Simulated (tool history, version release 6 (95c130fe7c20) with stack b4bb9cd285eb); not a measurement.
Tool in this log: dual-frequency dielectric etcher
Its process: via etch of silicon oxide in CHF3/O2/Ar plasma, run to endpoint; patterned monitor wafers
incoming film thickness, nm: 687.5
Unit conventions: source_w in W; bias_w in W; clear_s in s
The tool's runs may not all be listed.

run 1 day=0 | source_w=640 bias_w=140 | clear_s=382.53
run 2 day=0.246 | source_w=640 bias_w=119 | clear_s=402.6
run 3 day=0.312 | source_w=670 bias_w=121 | clear_s=393.73
run 4 day=0.35 | source_w=670 bias_w=106 | clear_s=407.47
run 5 day=0.596 | source_w=700 bias_w=109 | clear_s=397.49
run 6 day=0.958 | source_w=700 bias_w=127 | clear_s=384.82
run 7 day=1.017 | source_w=720 bias_w=130 | clear_s=371.67
run 8 day=1.083 | source_w=730 bias_w=131 | clear_s=369.86
run 9 day=1.242 | source_w=740 bias_w=132 | clear_s=362.13
run 10 day=1.458 | source_w=750 bias_w=132 | clear_s=365.42
run 11 day=1.608 | source_w=760 bias_w=133 | clear_s=357.71

Predict the results of run 12:
run 12 day=1.742 | source_w=770 bias_w=133 | clear_s=?

For run 12 the tool returned clear_s 359.79 s.

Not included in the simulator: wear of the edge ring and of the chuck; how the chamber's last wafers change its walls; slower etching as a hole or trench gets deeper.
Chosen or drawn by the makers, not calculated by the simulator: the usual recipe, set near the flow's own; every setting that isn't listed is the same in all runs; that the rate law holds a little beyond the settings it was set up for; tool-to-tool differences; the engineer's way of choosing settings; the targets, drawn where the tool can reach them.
